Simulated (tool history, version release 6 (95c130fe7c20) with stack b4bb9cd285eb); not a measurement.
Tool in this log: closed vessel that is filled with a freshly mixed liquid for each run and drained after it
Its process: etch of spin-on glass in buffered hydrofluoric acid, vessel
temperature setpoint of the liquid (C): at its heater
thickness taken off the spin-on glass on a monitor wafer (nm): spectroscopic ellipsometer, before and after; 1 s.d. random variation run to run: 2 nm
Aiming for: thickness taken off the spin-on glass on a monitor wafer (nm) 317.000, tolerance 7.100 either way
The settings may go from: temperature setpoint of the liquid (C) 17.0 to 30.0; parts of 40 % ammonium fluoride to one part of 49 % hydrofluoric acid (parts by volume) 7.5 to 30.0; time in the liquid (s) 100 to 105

run,hour,temperature setpoint of the liquid (C),parts of 40 % ammonium fluoride to one part of 49 % hydrofluoric acid (parts by volume),time in the liquid (s),thickness taken off the spin-on glass on a monitor wafer (nm)
1,0.0,22.0,21.0,100,126.850
2,7.6,19.0,21.0,100,107.930
3,8.6,19.0,24.5,100,96.701
4,14.9,20.5,22.5,100,111.060
5,16.5,20.5,22.5,105,117.200
6,23.8,21.5,20.5,105,132.260
7,31.3,22.5,19.0,105,149.350
8,37.8,23.5,17.5,105,170.830
9,43.4,24.5,16.5,105,192.720

Next run, 5 choices. One meets every target within its allowed miss, the rest don't. Which?
A,49.0,27.5,16.0,105,?
B,49.0,26.5,11.0,105,?
C,49.0,29.0,10.5,105,?
D,49.0,21.0,17.5,105,?
E,49.0,26.5,9.5,105,?

move,thickness taken off the spin-on glass on a monitor wafer (nm)
A,233.860
B,319.870
C,382.320
D,150.160
E,362.460
A: nearer the targets than the last run, but a result is still out of spec
B: hits every target within its allowed miss
C: pushes the last run's worst result past its target
D: further off than the last run
E: pushes the last run's worst result past its target
Correct choice: B, which meets every target
